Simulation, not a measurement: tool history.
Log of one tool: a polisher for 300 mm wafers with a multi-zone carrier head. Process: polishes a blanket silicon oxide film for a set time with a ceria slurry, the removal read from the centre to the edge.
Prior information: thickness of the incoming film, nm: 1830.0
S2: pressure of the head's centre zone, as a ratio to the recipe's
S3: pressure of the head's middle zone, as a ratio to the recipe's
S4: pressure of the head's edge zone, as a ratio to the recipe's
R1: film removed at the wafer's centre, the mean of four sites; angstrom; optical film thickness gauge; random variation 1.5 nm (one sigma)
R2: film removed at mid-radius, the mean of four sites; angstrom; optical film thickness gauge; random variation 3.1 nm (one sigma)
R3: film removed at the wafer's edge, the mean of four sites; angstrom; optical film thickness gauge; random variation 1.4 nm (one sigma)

run 1 day=0 | flow_of_slurry_(ml/min)=310 S2=1 S3=1 S4=1 polishing_time_(s)=42 | R1=1614.3 R2=1591.4 R3=1607.8
run 2 day=0.242 | flow_of_slurry_(ml/min)=315 S2=0.99 S3=1.04 S4=1.03 polishing_time_(s)=45 | R1=1719.5 R2=1799.5 R3=1752.2
run 3 day=0.504 | flow_of_slurry_(ml/min)=290 S2=0.99 S3=1.04 S4=1.03 polishing_time_(s)=45 | R1=1718.9 R2=1747.9 R3=1736.3
run 4 day=0.808 | flow_of_slurry_(ml/min)=290 S2=0.99 S3=1.04 S4=1.03 polishing_time_(s)=41 | R1=1571.3 R2=1597.6 R3=1583.3
run 5 day=0.879 | flow_of_slurry_(ml/min)=310 S2=0.99 S3=1.07 S4=1.06 polishing_time_(s)=43 | R1=1635 R2=1731.2 R3=1689.3
run 6 day=0.967 | flow_of_slurry_(ml/min)=330 S2=1 S3=1.1 S4=1.09 polishing_time_(s)=45 | R1=1766.7 R2=1849 R3=1810.1
run 7 day=1.083 | flow_of_slurry_(ml/min)=345 S2=0.99 S3=1.12 S4=1.09 polishing_time_(s)=47 | R1=1812.8 R2=1985.2 R3=1900.2
run 8 day=1.383 | flow_of_slurry_(ml/min)=345 S2=0.99 S3=1.12 S4=1.09 polishing_time_(s)=47 | R1=1839.1 R2=2002.2 R3=1880.3
run 9 day=1.462 | flow_of_slurry_(ml/min)=350 S2=0.98 S3=1.14 S4=1.11 polishing_time_(s)=48 | R1=1842.9 R2=2077.7 R3=1952.2

Run 10 has not been measured yet. What should we expect?
run 10 day=1.612 | flow_of_slurry_(ml/min)=360 S2=0.98 S3=1.15 S4=1.12 polishing_time_(s)=49 | R1=? R2=? R3=?

Run 10 yielded R1 1884.9 angstrom, R2 2143.4 angstrom, R3 1990.8 angstrom.
